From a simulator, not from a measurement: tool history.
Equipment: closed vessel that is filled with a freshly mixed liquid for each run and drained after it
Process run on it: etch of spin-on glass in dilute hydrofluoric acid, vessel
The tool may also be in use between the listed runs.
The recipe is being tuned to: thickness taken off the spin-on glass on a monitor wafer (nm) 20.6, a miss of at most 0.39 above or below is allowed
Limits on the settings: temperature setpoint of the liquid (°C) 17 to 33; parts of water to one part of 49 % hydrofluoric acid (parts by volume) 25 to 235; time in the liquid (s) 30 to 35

run	hour	temperature setpoint of the liquid (°C)	parts of water to one part of 49 % hydrofluoric acid (parts by volume)	time in the liquid (s)	thickness taken off the spin-on glass on a monitor wafer (nm)
1	0	25	130	35	8.4063
2	1.2	26.5	130	35	8.9027
3	6.7	28.5	110	35	11.679
4	12	31.5	110	35	12.928
5	16.6	33	110	35	13.659
6	17.2	33	100	35	15.473
7	24.4	33	90	35	17.339
8	30.5	33	85	35	18.47
9	34.2	33	80	35	19.815
10	35.9	33	75	35	21.19

Which one of the following 4 next-run settings gets every result inside its allowed miss? There is exactly one.
A	37.6	30	65	35	?
B	37.6	32	70	35	?
C	37.6	32	75	35	?
D	37.6	31	70	35	?

move	thickness taken off the spin-on glass on a monitor wafer (nm)
A	22.126
B	22.011
C	20.385
D	21.19
A: moves away from the targets compared with the last run
B: moves away from the targets compared with the last run
C: in spec on every target
D: about as far from the targets as the last run
Move C is the one to make.

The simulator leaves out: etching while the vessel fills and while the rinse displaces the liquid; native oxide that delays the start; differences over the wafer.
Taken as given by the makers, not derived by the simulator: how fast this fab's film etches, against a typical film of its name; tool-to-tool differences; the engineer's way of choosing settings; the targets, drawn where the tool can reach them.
